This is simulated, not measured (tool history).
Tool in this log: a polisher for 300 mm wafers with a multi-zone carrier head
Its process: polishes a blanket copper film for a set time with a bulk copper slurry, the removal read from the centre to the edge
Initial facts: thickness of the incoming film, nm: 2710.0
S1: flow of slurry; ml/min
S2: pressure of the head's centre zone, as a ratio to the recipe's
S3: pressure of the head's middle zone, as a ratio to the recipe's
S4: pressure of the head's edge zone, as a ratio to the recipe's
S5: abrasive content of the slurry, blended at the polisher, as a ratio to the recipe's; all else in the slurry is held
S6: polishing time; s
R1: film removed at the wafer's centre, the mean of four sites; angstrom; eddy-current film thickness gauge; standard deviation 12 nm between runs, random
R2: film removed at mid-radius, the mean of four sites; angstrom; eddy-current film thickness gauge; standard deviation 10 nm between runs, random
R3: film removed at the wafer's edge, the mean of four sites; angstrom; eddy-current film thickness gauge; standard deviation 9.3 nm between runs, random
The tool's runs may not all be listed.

run,hour,S1,S2,S3,S4,S5,S6,R1,R2,R3
1,0.0,120,1.00,1.00,1.00,1.0,78,11683.0,10388.0,10732.0
2,3.8,120,1.00,1.00,0.93,1.0,78,11592.0,10611.0,10386.0
3,12.0,120,0.91,1.00,0.93,1.0,78,10392.0,10419.0,10308.0
4,20.2,120,0.94,1.00,0.93,1.0,78,10626.0,10811.0,10339.0
5,26.3,115,0.93,0.99,0.94,1.0,78,10399.0,10483.0,10355.0
6,30.8,105,0.93,0.99,0.94,1.0,78,10120.0,10014.0,10046.0
7,36.0,100,0.92,0.98,0.95,1.0,78,9807.1,10166.0,9979.4
8,44.4,100,0.92,0.98,0.95,1.0,78,9911.9,9929.1,9852.6
# hour 49.0: centre zone pressure recalibrated
9,49.0,100,0.91,0.97,0.97,1.0,78,9145.2,9720.9,9959.8

Expected results for the next run?
10,50.7,100,0.92,0.95,0.98,1.0,78,?,?,?

Run 10 produced R1 9128.4 angstrom, R2 9734.6 angstrom, R3 10257.0 angstrom.
